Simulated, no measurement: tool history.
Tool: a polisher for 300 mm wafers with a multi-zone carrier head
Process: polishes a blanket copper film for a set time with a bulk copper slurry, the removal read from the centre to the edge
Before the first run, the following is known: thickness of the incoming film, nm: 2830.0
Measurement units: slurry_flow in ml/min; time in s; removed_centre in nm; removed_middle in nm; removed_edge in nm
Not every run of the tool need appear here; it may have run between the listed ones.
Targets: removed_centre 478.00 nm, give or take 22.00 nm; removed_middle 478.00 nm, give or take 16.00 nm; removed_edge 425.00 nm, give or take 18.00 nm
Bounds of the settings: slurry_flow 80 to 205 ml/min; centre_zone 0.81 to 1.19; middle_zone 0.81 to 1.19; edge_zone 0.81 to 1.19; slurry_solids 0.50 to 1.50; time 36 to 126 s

Run 1, hour 0.0: slurry_flow 135 ml/min, centre_zone 1.00, middle_zone 1.00, edge_zone 1.00, slurry_solids 1.00, time 81 s. Result: removed_centre 558.06 nm, removed_middle 555.27 nm, removed_edge 565.79 nm.
Run 2, hour 6.8: slurry_flow 135 ml/min, centre_zone 1.00, middle_zone 1.00, edge_zone 1.06, slurry_solids 1.00, time 81 s. Result: removed_centre 572.98 nm, removed_middle 549.34 nm, removed_edge 578.01 nm.
Run 3, hour 11.4: slurry_flow 135 ml/min, centre_zone 1.03, middle_zone 1.02, edge_zone 1.01, slurry_solids 0.85, time 78 s. Result: removed_centre 533.02 nm, removed_middle 531.28 nm, removed_edge 523.48 nm.
Run 4, hour 16.0: slurry_flow 135 ml/min, centre_zone 1.03, middle_zone 1.02, edge_zone 1.01, slurry_solids 0.85, time 66 s. Result: removed_centre 450.80 nm, removed_middle 439.94 nm, removed_edge 441.30 nm.
Run 5, hour 23.6: slurry_flow 140 ml/min, centre_zone 1.05, middle_zone 1.04, edge_zone 0.99, slurry_solids 0.80, time 66 s. Result: removed_centre 456.43 nm, removed_middle 448.57 nm, removed_edge 433.36 nm.
Run 6, hour 24.9: slurry_flow 140 ml/min, centre_zone 1.05, middle_zone 1.04, edge_zone 0.99, slurry_solids 0.80, time 51 s. Result: removed_centre 356.69 nm, removed_middle 352.74 nm, removed_edge 337.90 nm.
Run 7, hour 27.3: slurry_flow 150 ml/min, centre_zone 1.06, middle_zone 1.07, edge_zone 1.01, slurry_solids 0.95, time 52 s. Result: removed_centre 391.43 nm, removed_middle 387.54 nm, removed_edge 355.53 nm.
Run 8, hour 34.5: slurry_flow 150 ml/min, centre_zone 1.06, middle_zone 1.08, edge_zone 1.03, slurry_solids 1.05, time 54 s. Result: removed_centre 411.66 nm, removed_middle 406.45 nm, removed_edge 391.69 nm.
Run 9, hour 38.1: slurry_flow 160 ml/min, centre_zone 1.08, middle_zone 1.11, edge_zone 1.03, slurry_solids 1.10, time 54 s. Result: removed_centre 418.87 nm, removed_middle 423.75 nm, removed_edge 395.75 nm.
Run 10, hour 42.5: slurry_flow 165 ml/min, centre_zone 1.10, middle_zone 1.13, edge_zone 1.03, slurry_solids 1.15, time 54 s. Result: removed_centre 433.07 nm, removed_middle 441.81 nm, removed_edge 406.55 nm.

Exactly one of the 5 candidate moves below puts every result within its allowed miss. Which one?
Run A, hour 46.9: slurry_flow 160 ml/min, centre_zone 1.17, middle_zone 0.93, edge_zone 1.10, slurry_solids 1.05, time 59 s. Result: removed_centre ?, removed_middle ?, removed_edge ?.
Run B, hour 46.9: slurry_flow 180 ml/min, centre_zone 0.99, middle_zone 1.03, edge_zone 1.04, slurry_solids 1.25, time 52 s. Result: removed_centre ?, removed_middle ?, removed_edge ?.
Run C, hour 46.9: slurry_flow 180 ml/min, centre_zone 1.11, middle_zone 1.15, edge_zone 1.00, slurry_solids 0.90, time 60 s. Result: removed_centre ?, removed_middle ?, removed_edge ?.
Run D, hour 46.9: slurry_flow 185 ml/min, centre_zone 1.12, middle_zone 0.98, edge_zone 1.04, slurry_solids 1.50, time 55 s. Result: removed_centre ?, removed_middle ?, removed_edge ?.
Run E, hour 46.9: slurry_flow 200 ml/min, centre_zone 1.19, middle_zone 1.12, edge_zone 0.94, slurry_solids 1.00, time 52 s. Result: removed_centre ?, removed_middle ?, removed_edge ?.

move  removed_centre  removed_middle  removed_edge
   A          501.86          400.90        444.74
   B          396.75          407.78        400.45
   C          481.49          483.89        423.84
   D          495.93          431.25        441.76
   E          465.35          425.38        368.78
A: lands further from the targets than the last run did
B: lands further from the targets than the last run did
C: all results land within tolerance of their targets
D: lands further from the targets than the last run did
E: lands further from the targets than the last run did
C meets every target.

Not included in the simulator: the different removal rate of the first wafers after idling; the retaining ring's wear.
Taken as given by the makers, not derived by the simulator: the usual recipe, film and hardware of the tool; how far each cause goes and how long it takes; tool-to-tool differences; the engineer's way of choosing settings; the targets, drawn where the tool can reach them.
